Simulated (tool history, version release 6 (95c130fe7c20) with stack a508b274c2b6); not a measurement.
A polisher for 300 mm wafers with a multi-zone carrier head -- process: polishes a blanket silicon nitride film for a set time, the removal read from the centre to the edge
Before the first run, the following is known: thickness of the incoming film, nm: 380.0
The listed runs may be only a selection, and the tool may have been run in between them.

run    day  flow of slurry (ml/min)  pressure of the head's centre zone  pressure of the head's middle zone  pressure of the head's edge zone  polishing time (s)  film removed at the wafer's centre (angstrom)  film removed at mid-radius (angstrom)  film removed at the wafer's edge (angstrom)
  1  0.000                      190                                1.00                                1.00                              1.00                  39                                         869.93                                 794.52                                       777.69
  2  0.367                      220                                1.00                                1.00                              1.00                  39                                         895.51                                 797.80                                       794.68
  3  0.638                      210                                0.98                                1.00                              0.98                  39                                         874.92                                 790.74                                       782.13
  4  0.788                      200                                0.96                                1.00                              0.97                  39                                         851.01                                 790.25                                       783.53
  5  1.071                      190                                0.95                                1.01                              0.95                  38                                         796.00                                 760.39                                       749.90
     1.350  -- centre zone pressure recalibrated
  6  1.350                      185                                0.95                                1.02                              0.94                  38                                         725.28                                 773.46                                       730.81
  7  1.433                      185                                0.95                                1.02                              0.94                  38                                         740.76                                 770.58                                       738.11
  8  1.546                      185                                0.96                                1.02                              0.93                  38                                         725.58                                 771.63                                       732.39
  9  1.896                      185                                0.98                                1.02                              0.93                  38                                         745.07                                 758.36                                       730.08
 10  2.258                      185                                0.98                                1.02                              0.93                  38                                         735.34                                 758.49                                       741.52

Predict the results of run 11:
 11  2.579                      185                                0.97                                1.02                              0.94                  38                                              ?                                      ?                                            ?

film removed at the wafer's centre (angstrom): 748.67
film removed at mid-radius (angstrom): 776.28
film removed at the wafer's edge (angstrom): 743.61
